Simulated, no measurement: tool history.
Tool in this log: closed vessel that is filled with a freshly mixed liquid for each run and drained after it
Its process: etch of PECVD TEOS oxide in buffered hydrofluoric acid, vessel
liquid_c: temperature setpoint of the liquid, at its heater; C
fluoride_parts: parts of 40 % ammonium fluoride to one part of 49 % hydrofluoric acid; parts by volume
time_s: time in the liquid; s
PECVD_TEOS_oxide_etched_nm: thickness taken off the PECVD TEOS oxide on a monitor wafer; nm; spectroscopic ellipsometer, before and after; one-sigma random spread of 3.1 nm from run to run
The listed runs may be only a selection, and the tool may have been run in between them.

run  hour  liquid_c  fluoride_parts  time_s  PECVD_TEOS_oxide_etched_nm
  1   0.0      24.0            14.0     105                      229.61
  2   7.9      24.0            14.0     110                      242.89
  3  11.0      26.0            12.0     110                      311.64
  4  17.7      23.0            12.0     110                      263.83
  5  18.7      25.5            10.5     110                      345.08
  6  26.8      27.5             9.5     110                      419.18
  7  31.1      28.5             9.0     110                      456.38
  8  36.1      29.5             8.5     110                      510.13
  9  39.6      30.0             8.0     110                      560.93

For run 10, what comes out?
 10  46.5      30.5             8.0     110                           ?

For run 10 the tool returned PECVD_TEOS_oxide_etched_nm 575.46 nm.
